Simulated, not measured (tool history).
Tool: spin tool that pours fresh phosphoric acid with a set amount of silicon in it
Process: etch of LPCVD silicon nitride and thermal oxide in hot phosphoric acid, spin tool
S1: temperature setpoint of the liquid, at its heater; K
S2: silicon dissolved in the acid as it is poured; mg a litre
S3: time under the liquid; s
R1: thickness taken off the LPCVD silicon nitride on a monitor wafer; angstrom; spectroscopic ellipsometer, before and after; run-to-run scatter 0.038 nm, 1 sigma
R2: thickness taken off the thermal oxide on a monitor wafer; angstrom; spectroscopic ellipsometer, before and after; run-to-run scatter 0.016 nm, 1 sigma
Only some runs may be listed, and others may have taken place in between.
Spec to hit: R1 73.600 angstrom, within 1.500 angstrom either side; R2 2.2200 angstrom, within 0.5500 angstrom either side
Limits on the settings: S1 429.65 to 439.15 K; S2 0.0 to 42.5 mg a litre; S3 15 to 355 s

{"run": 1, "hour": 0.0, "S1": 434.15, "S2": 18.5, "S3": 180, "R1": 143.52, "R2": 3.1985}
{"run": 2, "hour": 0.7, "S1": 434.15, "S2": 18.5, "S3": 130, "R1": 104.16, "R2": 2.5697}
{"run": 3, "hour": 7.2, "S1": 433.15, "S2": 16.5, "S3": 120, "R1": 92.733, "R2": 2.062}
{"run": 4, "hour": 8.9, "S1": 431.65, "S2": 16.5, "S3": 120, "R1": 88.968, "R2": 1.8121}
{"run": 5, "hour": 11.2, "S1": 430.65, "S2": 16.5, "S3": 120, "R1": 85.281, "R2": 1.7013}
{"run": 6, "hour": 12.3, "S1": 429.65, "S2": 16.5, "S3": 120, "R1": 82.484, "R2": 1.4911}
{"run": 7, "hour": 13.1, "S1": 429.65, "S2": 13.0, "S3": 115, "R1": 77.798, "R2": 1.5745}
{"run": 8, "hour": 20.2, "S1": 429.65, "S2": 1.0, "S3": 115, "R1": 78.494, "R2": 2.0669}
{"run": 9, "hour": 26.8, "S1": 429.65, "S2": 1.0, "S3": 110, "R1": 75.524, "R2": 2.1429}
{"hour": 34.2, "done": "thermometer replaced"}
{"run": 10, "hour": 34.2, "S1": 429.65, "S2": 0.5, "S3": 105, "R1": 77.54, "R2": 2.0972}

Exactly one of the 5 candidate moves below puts every result within its allowed miss. Which one?
{"run": "A", "hour": 41.6, "S1": 431.65, "S2": 6.5, "S3": 105, "R1": "?", "R2": "?"}
{"run": "B", "hour": 41.6, "S1": 429.65, "S2": 20.0, "S3": 115, "R1": "?", "R2": "?"}
{"run": "C", "hour": 41.6, "S1": 429.65, "S2": 17.0, "S3": 115, "R1": "?", "R2": "?"}
{"run": "D", "hour": 41.6, "S1": 429.65, "S2": 15.5, "S3": 110, "R1": "?", "R2": "?"}
{"run": "E", "hour": 41.6, "S1": 429.65, "S2": 1.0, "S3": 100, "R1": "?", "R2": "?"}

move=A R1=82.647 R2=2.2433
move=B R1=84.571 R2=1.5262
move=C R1=84.571 R2=1.6570
move=D R1=80.894 R2=1.6475
move=E R1=73.540 R2=2.0476
A: further off than the last run
B: further off than the last run
C: further off than the last run
D: further off than the last run
E: in spec on every target
Answer: E
